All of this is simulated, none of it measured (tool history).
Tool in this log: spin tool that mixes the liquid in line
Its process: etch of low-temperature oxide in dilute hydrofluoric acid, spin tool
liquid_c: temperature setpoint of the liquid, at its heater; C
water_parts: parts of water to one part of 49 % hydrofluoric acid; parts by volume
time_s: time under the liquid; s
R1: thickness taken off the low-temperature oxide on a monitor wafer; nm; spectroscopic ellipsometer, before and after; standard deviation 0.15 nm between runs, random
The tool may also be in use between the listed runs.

run 1 hour=0.0 | liquid_c=22.0 water_parts=45 time_s=50 | R1=32.594
run 2 hour=8.5 | liquid_c=22.0 water_parts=45 time_s=55 | R1=36.397
run 3 hour=11.6 | liquid_c=25.0 water_parts=45 time_s=55 | R1=40.908
run 4 hour=17.5 | liquid_c=25.0 water_parts=45 time_s=55 | R1=40.762
run 5 hour=18.7 | liquid_c=25.0 water_parts=45 time_s=50 | R1=36.637
run 6 hour=25.0 | liquid_c=25.0 water_parts=45 time_s=50 | R1=37.415
run 7 hour=28.0 | liquid_c=23.5 water_parts=45 time_s=50 | R1=34.608

The next listed run, before its measurement:
run 8 hour=35.0 | liquid_c=22.0 water_parts=45 time_s=50 | R1=?

R1: 32.735 nm

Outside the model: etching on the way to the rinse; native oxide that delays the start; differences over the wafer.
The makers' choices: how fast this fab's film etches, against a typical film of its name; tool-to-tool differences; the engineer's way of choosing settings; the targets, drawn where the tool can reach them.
